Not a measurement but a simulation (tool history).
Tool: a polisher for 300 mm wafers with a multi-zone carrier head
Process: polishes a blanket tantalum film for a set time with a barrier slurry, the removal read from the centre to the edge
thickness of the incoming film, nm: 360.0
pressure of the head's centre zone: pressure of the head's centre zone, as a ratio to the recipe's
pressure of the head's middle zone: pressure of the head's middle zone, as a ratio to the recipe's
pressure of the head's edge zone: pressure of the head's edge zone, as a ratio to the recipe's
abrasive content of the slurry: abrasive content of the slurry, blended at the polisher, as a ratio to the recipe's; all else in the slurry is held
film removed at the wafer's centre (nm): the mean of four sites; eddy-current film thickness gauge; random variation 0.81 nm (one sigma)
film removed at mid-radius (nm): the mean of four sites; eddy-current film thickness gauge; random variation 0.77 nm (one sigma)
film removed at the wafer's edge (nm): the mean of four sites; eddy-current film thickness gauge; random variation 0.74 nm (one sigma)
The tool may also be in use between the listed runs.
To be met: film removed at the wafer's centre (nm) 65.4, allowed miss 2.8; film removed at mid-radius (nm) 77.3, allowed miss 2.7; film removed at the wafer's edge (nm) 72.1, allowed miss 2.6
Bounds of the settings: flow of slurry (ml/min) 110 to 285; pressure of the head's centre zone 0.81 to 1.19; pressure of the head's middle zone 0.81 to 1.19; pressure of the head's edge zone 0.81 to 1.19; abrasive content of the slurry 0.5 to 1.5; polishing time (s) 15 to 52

| run | hour | flow of slurry (ml/min) | pressure of the head's centre zone | pressure of the head's middle zone | pressure of the head's edge zone | abrasive content of the slurry | polishing time (s) | film removed at the wafer's centre (nm) | film removed at mid-radius (nm) | film removed at the wafer's edge (nm) |
|---|---|---|---|---|---|---|---|---|---|---|
| 1 | 0 | 180 | 1 | 1 | 1 | 1 | 33 | 47.608 | 53.012 | 51.745 |
| 2 | 7.1 | 180 | 1 | 1.05 | 1 | 1 | 33 | 46.373 | 54.212 | 51.231 |
| 3 | 11.1 | 185 | 1.01 | 1.06 | 1.01 | 1.05 | 34 | 49.579 | 57.813 | 54.177 |
| 4 | 15.1 | 190 | 1.02 | 1.07 | 1.03 | 1.1 | 34 | 50.063 | 59.086 | 56.002 |
| 5 | 18.2 | 190 | 1.06 | 1.07 | 1.03 | 1.1 | 34 | 54.21 | 59.432 | 56.662 |
| 6 | 25.1 | 190 | 1.06 | 1.07 | 1.03 | 1.1 | 26 | 40.968 | 46.313 | 43.156 |
| 7 | 25.9 | 195 | 1.07 | 1.08 | 1.05 | 1.15 | 27 | 43.383 | 49.203 | 45.005 |
| 8 | 34.5 | 195 | 1.07 | 1.08 | 1.06 | 1.2 | 29 | 47.74 | 53.904 | 50.92 |
|  | 41.5 | centre zone pressure recalibrated |
| 9 | 41.5 | 200 | 1.08 | 1.09 | 1.07 | 1.25 | 30 | 55.737 | 56.922 | 52.135 |
| 10 | 43.5 | 190 | 1.05 | 1.1 | 1.08 | 1.3 | 31 | 57.162 | 59.265 | 54.37 |

Which of these 5 next moves meets every target?
| A | 45.5 | 215 | 0.98 | 1.19 | 1.06 | 1.3 | 37 | ? | ? | ? |
| B | 45.5 | 265 | 0.94 | 1.19 | 0.94 | 1.1 | 41 | ? | ? | ? |
| C | 45.5 | 175 | 0.93 | 1.09 | 1.07 | 0.95 | 46 | ? | ? | ? |
| D | 45.5 | 250 | 0.91 | 1.18 | 1.04 | 1.1 | 39 | ? | ? | ? |
| E | 45.5 | 115 | 1.07 | 0.81 | 1.19 | 1.35 | 31 | ? | ? | ? |

| move | film removed at the wafer's centre (nm) | film removed at mid-radius (nm) | film removed at the wafer's edge (nm) |
|---|---|---|---|
| A | 64.319 | 77.026 | 66.519 |
| B | 66.253 | 82.583 | 67.822 |
| C | 65.801 | 77.45 | 72.775 |
| D | 60.604 | 77.555 | 66.686 |
| E | 54.439 | 44.06 | 56.036 |
A: nearer than the last run, and not there yet
B: nearer than the last run, and not there yet
C: meets every target
D: nearer than the last run, and not there yet
E: further off than the last run
Move C is the one to make.
